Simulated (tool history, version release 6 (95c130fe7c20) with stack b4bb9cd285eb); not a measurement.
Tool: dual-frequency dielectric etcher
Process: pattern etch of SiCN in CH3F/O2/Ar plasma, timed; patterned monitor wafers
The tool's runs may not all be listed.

run    day  source power (kW)  bias power (kW)  etch time (s)  mean etch depth across the wafer (angstrom)
  1  0.000              0.380            0.081           63.5                                       250.72
  2  0.171              0.430            0.081           63.5                                       266.95
  3  0.367              0.460            0.081           63.5                                       276.57
  4  0.400              0.510            0.081           63.5                                       290.00
  5  0.475              0.530            0.081           63.5                                       294.29
  6  0.696              0.530            0.081           63.5                                       295.00

Run 7 has not been measured yet. What should we expect?
  7  0.879              0.450            0.075           63.5                                            ?

mean etch depth across the wafer (angstrom): 264.80
